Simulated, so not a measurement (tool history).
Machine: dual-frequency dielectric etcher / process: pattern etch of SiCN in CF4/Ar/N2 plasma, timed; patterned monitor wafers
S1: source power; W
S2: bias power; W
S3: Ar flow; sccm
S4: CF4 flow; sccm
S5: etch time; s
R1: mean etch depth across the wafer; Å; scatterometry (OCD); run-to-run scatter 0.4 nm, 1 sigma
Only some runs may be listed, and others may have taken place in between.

run,day,S1,S2,S3,S4,S5,R1
1,0,320,90,84,81,76.5,586.44
2,0.25,320,90,75,81,76.5,593.01
3,0.55,340,90,75,81,76.5,621.85
4,0.675,340,90,75,81,70.5,574.47
5,0.812,340,90,75,95,70.5,588.04
6,1.175,360,91,75,95,70.5,615.71
7,1.312,380,92,75,95,70.5,632.16
8,1.592,400,93,75,95,70.5,663.56

Forecast run 9:
9,1.946,410,93,75,95,70.5,?

{"run 9": {"R1": 674.26}}

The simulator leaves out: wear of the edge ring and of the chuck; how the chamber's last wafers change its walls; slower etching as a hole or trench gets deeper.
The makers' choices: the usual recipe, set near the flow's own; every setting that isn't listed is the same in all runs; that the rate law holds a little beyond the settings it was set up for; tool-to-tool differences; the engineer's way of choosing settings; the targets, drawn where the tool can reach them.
